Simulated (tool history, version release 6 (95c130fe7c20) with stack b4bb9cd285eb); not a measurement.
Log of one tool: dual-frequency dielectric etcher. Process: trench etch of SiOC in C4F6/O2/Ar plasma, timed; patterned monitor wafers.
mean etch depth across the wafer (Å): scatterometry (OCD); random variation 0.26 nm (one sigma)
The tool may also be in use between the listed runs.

run  hour  source power (kW)  bias power (kW)  etch time (s)  mean etch depth across the wafer (Å)
  1     0               0.44            0.233           21.5                                497.63
  2   6.6               0.44            0.271           21.5                                526.71
  3  13.4               0.44            0.271           21.5                                528.48
  4  17.9               0.39            0.258           21.5                                484.48
  5  22.5               0.39            0.258           22.5                                503.19
  6  29.1               0.36            0.256           22.5                                478.49
  7  29.9               0.34            0.255           22.5                                465.27
  8  31.3               0.33            0.254           22.5                                450.88

Run 9 comes next. What will it give?
  9  35.7               0.33            0.254           22.5                                     ?

Run 9 gave mean etch depth across the wafer (Å) 449.35.
